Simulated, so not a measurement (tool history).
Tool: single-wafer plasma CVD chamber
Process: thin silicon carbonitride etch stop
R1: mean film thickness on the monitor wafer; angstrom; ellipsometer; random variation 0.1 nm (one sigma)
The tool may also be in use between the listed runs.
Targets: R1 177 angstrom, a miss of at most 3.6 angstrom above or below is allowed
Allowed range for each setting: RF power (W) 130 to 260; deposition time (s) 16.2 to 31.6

run 1 day=0 | RF_power_(W)=195 deposition_time_(s)=23.9 | R1=139.84
run 2 day=0.071 | RF_power_(W)=170 deposition_time_(s)=23.9 | R1=135.05
run 3 day=0.279 | RF_power_(W)=185 deposition_time_(s)=23.9 | R1=137.76
run 4 day=0.388 | RF_power_(W)=200 deposition_time_(s)=25.4 | R1=150.64
run 5 day=0.733 | RF_power_(W)=200 deposition_time_(s)=24.1 | R1=142.63
run 6 day=1.083 | RF_power_(W)=175 deposition_time_(s)=24.1 | R1=138.47
run 7 day=1.388 | RF_power_(W)=185 deposition_time_(s)=25.7 | R1=148.96
run 8 day=1.529 | RF_power_(W)=200 deposition_time_(s)=26.6 | R1=156.13
run 9 day=1.904 | RF_power_(W)=210 deposition_time_(s)=27.4 | R1=163.4

Next run, 4 choices. One meets every target within its allowed miss, the rest don't. Which?
run A day=2.279 | RF_power_(W)=230 deposition_time_(s)=30.9 | R1=?
run B day=2.279 | RF_power_(W)=215 deposition_time_(s)=29.4 | R1=?
run C day=2.279 | RF_power_(W)=220 deposition_time_(s)=30.7 | R1=?
run D day=2.279 | RF_power_(W)=210 deposition_time_(s)=31.2 | R1=?

move=A R1=187.23
move=B R1=175.43
move=C R1=184.14
move=D R1=185.18
A: the result that was furthest off in the last run now lies on the other side of its target
B: every result lands within tolerance
C: the result that was furthest off in the last run now lies on the other side of its target
D: the result that was furthest off in the last run now lies on the other side of its target
Go with B: it meets all targets.
